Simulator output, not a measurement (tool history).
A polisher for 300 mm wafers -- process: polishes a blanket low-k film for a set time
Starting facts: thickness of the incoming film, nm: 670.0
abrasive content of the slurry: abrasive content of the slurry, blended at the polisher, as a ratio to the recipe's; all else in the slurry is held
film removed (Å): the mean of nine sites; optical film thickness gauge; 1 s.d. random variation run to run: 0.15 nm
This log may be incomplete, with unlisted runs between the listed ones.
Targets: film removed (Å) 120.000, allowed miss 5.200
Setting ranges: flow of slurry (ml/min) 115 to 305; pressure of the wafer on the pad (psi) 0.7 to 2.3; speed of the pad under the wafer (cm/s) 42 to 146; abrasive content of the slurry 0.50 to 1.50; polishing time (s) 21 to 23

run	hour	flow of slurry (ml/min)	pressure of the wafer on the pad (psi)	speed of the pad under the wafer (cm/s)	abrasive content of the slurry	polishing time (s)	film removed (Å)
1	0.0	195	1.5	94	1.00	23	84.043
2	6.9	195	1.5	72	1.00	23	70.269
3	7.6	195	1.5	72	0.80	23	59.206
4	13.6	195	1.6	76	0.80	23	66.701
5	17.8	220	1.6	76	0.80	23	68.727
6	18.6	235	1.6	76	0.80	23	69.325
7	22.5	235	1.7	76	0.80	23	72.303
8	30.8	235	1.8	80	0.80	23	78.757
9	37.1	235	1.9	84	0.80	23	86.706
10	38.1	235	2.0	86	0.80	23	90.903
11	45.4	240	2.1	88	0.80	23	99.904
12	48.8	240	2.1	90	0.80	23	99.111

Next run, 5 choices. One meets every target within its allowed miss, the rest don't. Which?
A	52.2	225	2.0	80	0.70	22	?
B	52.2	240	2.0	88	0.75	21	?
C	52.2	265	2.1	102	0.95	22	?
D	52.2	260	2.2	100	0.60	23	?
E	52.2	290	2.1	84	0.80	21	?

move	film removed (Å)
A	75.372
B	81.864
C	118.660
D	89.575
E	88.972
A: further off than the last run
B: further off than the last run
C: every result within its allowed miss
D: further off than the last run
E: further off than the last run
Move C is the one to make.
